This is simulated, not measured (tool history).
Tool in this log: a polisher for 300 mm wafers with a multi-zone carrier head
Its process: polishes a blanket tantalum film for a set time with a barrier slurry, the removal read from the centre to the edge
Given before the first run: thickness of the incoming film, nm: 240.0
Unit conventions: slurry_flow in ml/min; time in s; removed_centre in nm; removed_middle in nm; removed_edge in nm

run  hour  slurry_flow  centre_zone  middle_zone  edge_zone  slurry_solids  time  removed_centre  removed_middle  removed_edge
  1   0.0          285         1.00         1.00       1.00           1.00    34          51.911          51.923        49.994
  2   0.7          280         0.97         1.00       0.99           0.95    34          48.547          50.308        48.809
  3   6.8          280         0.97         1.00       0.99           0.80    34          44.682          46.511        43.374
  4  15.2          275         0.95         1.01       0.99           0.80    34          43.490          46.406        44.779
  5  22.0          275         0.95         1.01       0.99           0.80    40          51.040          54.400        51.917
  6  28.9          275         0.95         1.01       1.04           0.80    40          52.187          54.810        53.815
  7  33.0          275         0.93         1.01       1.01           0.75    40          47.995          52.980        50.851
  8  37.6          275         0.92         1.00       0.99           0.75    40          47.519          50.860        50.190
  9  39.1          275         0.91         1.01       0.97           0.75    40          47.120          53.242        49.029
 10  42.6          270         0.89         1.00       0.96           0.75    40          45.647          51.650        50.049
 11  47.0          270         0.88         1.00       0.95           0.75    40          45.653          51.860        48.308
 12  54.3          265         0.87         1.00       0.95           0.75    40          44.763          52.135        48.584
 13  62.6          235         0.81         0.99       0.87           0.55    40          30.437          36.661        33.530
 14  69.4          265         0.81         1.00       0.88           0.55    40          30.617          38.410        34.253
 15  70.8          275         0.82         1.01       0.91           0.55    40          31.068          38.656        36.026
 16  73.3          275         0.82         1.01       0.91           0.55    40          31.317          38.697        35.112

The next listed run, before its measurement:
 17  81.6          280         0.84         1.03       0.94           0.55    40               ?               ?             ?

removed_centre: 32.127 nm
removed_middle: 39.490 nm
removed_edge: 36.448 nm

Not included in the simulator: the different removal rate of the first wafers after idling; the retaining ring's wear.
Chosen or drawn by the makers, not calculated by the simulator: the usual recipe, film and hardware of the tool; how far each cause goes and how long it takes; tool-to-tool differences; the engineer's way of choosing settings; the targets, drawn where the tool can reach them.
